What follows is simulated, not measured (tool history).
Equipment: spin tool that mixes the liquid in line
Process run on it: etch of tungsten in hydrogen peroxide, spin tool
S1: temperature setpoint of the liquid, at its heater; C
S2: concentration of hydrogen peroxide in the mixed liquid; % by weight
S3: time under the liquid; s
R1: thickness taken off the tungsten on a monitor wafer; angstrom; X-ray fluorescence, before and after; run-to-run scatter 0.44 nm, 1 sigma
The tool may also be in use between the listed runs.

run,hour,S1,S2,S3,R1
1,0.0,53.0,18.5,15,276.34
2,7.3,54.5,18.5,15,294.50
3,9.7,54.5,18.5,15,296.86
4,16.2,54.5,18.5,15,301.39
5,22.7,54.5,15.0,15,267.77
6,24.4,56.0,15.0,15,288.43
7,29.5,56.0,15.0,15,298.82
8,32.0,57.0,15.0,15,311.72
9,34.9,57.0,15.0,15,314.76
10,36.5,58.0,15.0,15,334.40
11,44.3,59.0,15.0,15,349.01
12,49.1,60.0,15.0,15,373.04
13,55.6,60.5,15.0,15,378.97
14,63.1,61.0,15.0,15,397.99

What will run 15 give?
15,63.9,61.5,15.0,15,?

Run 15 gave R1 407.44 angstrom.
